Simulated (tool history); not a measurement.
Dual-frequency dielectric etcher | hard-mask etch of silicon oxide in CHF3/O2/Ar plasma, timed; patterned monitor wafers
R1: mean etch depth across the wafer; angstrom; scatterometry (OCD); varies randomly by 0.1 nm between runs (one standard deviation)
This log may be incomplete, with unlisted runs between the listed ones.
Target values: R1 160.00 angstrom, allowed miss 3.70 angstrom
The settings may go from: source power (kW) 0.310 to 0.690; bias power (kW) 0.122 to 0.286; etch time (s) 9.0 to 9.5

run 1 hour=0.0 | source_power_(kW)=0.500 bias_power_(kW)=0.204 etch_time_(s)=9.5 | R1=184.73
run 2 hour=3.8 | source_power_(kW)=0.540 bias_power_(kW)=0.204 etch_time_(s)=9.5 | R1=189.31
run 3 hour=10.2 | source_power_(kW)=0.510 bias_power_(kW)=0.199 etch_time_(s)=9.5 | R1=186.99
run 4 hour=11.4 | source_power_(kW)=0.510 bias_power_(kW)=0.199 etch_time_(s)=9.0 | R1=176.10
run 5 hour=19.4 | source_power_(kW)=0.490 bias_power_(kW)=0.197 etch_time_(s)=9.0 | R1=173.61
run 6 hour=23.6 | source_power_(kW)=0.480 bias_power_(kW)=0.196 etch_time_(s)=9.0 | R1=171.84
run 7 hour=24.7 | source_power_(kW)=0.470 bias_power_(kW)=0.195 etch_time_(s)=9.0 | R1=171.97
run 8 hour=32.1 | source_power_(kW)=0.460 bias_power_(kW)=0.193 etch_time_(s)=9.0 | R1=169.17
run 9 hour=38.9 | source_power_(kW)=0.450 bias_power_(kW)=0.192 etch_time_(s)=9.0 | R1=165.50

Consider the 5 candidate settings below. Which is the only one whose results all fall within their allowed miss of target?
run A hour=45.7 | source_power_(kW)=0.390 bias_power_(kW)=0.161 etch_time_(s)=9.0 | R1=?
run B hour=45.7 | source_power_(kW)=0.430 bias_power_(kW)=0.174 etch_time_(s)=9.0 | R1=?
run C hour=45.7 | source_power_(kW)=0.420 bias_power_(kW)=0.159 etch_time_(s)=9.0 | R1=?
run D hour=45.7 | source_power_(kW)=0.510 bias_power_(kW)=0.190 etch_time_(s)=9.0 | R1=?
run E hour=45.7 | source_power_(kW)=0.470 bias_power_(kW)=0.185 etch_time_(s)=9.5 | R1=?

move=A R1=151.58
move=B R1=160.48
move=C R1=153.33
move=D R1=173.83
move=E R1=177.76
A: takes the result that was furthest off past its target
B: hits every target within its allowed miss
C: takes the result that was furthest off past its target
D: lands further from the targets than the last run did
E: lands further from the targets than the last run did
Move B is the one to make.
